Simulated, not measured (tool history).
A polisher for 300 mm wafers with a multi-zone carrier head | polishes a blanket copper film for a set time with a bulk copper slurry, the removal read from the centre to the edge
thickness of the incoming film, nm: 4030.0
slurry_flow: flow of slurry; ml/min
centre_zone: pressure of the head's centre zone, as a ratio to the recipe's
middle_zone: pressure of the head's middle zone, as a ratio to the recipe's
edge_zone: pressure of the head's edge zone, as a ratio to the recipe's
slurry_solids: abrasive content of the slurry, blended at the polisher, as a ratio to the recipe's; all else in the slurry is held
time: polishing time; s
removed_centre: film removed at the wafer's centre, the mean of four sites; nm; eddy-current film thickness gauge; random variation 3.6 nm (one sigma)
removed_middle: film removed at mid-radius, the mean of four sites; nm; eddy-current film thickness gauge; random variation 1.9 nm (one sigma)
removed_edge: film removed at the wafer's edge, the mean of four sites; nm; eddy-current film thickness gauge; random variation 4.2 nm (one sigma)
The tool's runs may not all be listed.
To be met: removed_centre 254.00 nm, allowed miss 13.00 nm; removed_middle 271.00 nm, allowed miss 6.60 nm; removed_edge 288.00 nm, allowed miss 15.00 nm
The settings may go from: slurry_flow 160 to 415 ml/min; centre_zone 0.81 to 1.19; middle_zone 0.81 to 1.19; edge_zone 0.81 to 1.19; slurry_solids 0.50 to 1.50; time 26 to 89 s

run	hour	slurry_flow	centre_zone	middle_zone	edge_zone	slurry_solids	time	removed_centre	removed_middle	removed_edge
1	0.0	265	1.00	1.00	1.00	1.00	57	504.11	486.84	461.37
2	8.4	265	1.00	1.00	1.00	1.20	57	514.11	507.52	484.67
3	12.6	265	1.00	1.00	1.00	1.20	69	626.98	610.88	608.18
4	13.7	265	1.00	1.00	1.05	1.20	69	626.27	607.73	631.67
5	19.7	245	0.94	0.97	1.07	1.05	58	473.88	481.27	508.23
6	28.0	195	0.94	0.97	1.07	1.05	58	457.39	468.23	499.70
7	33.5	185	0.91	0.94	1.06	0.90	51	366.53	380.97	416.40
8	34.9	185	0.89	0.91	1.01	0.80	49	335.70	351.01	388.05

5 next moves are on the table. One of them brings every result within its allowed miss. Which?
A	36.3	195	0.98	0.89	0.94	0.80	38	?	?	?
B	36.3	175	0.90	0.86	0.99	0.75	44	?	?	?
C	36.3	175	0.93	1.07	0.94	0.65	37	?	?	?
D	36.3	195	0.93	1.18	0.81	0.90	33	?	?	?
E	36.3	205	0.86	0.91	0.98	0.80	37	?	?	?

move	removed_centre	removed_middle	removed_edge
A	283.94	271.47	282.64
B	291.09	295.66	326.34
C	246.33	290.28	259.57
D	240.06	306.76	234.13
E	244.70	271.70	282.38
A: brings the result that was furthest off to its target, and leaves another outside
B: nearer than the last run, and not there yet
C: nearer than the last run, and not there yet
D: nearer than the last run, and not there yet
E: meets every target
Answer: E
